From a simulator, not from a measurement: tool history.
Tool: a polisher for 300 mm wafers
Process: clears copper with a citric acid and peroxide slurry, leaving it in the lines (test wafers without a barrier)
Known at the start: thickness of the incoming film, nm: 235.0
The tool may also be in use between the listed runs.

run	day	flow of slurry (ml/min)	pressure of the wafer on the pad (kPa)	speed of the pad under the wafer (cm/s)	abrasive content of the slurry	overpolish time after the end point (s)	time until the end point was called (s)	dishing of a wide line in a test structure (nm)
1	0.000	150	22.1	98	1.00	27	119.08	40.526
2	0.375	150	19.3	98	1.00	27	130.23	35.386
3	0.750	155	18.6	92	1.00	25	138.05	31.030
4	0.992	155	18.6	92	0.85	25	141.35	29.825
5	1.271	170	18.6	92	0.85	25	148.07	30.058
6	1.588	165	17.9	88	0.85	24	151.16	26.833
7	1.792	165	17.2	84	0.85	23	162.02	24.320

Run 8 comes next. What will it give?
8	1.962	165	16.5	80	0.85	22	?	?

Run 8 gave time until the end point was called (s) 174.48, dishing of a wide line in a test structure (nm) 21.799.
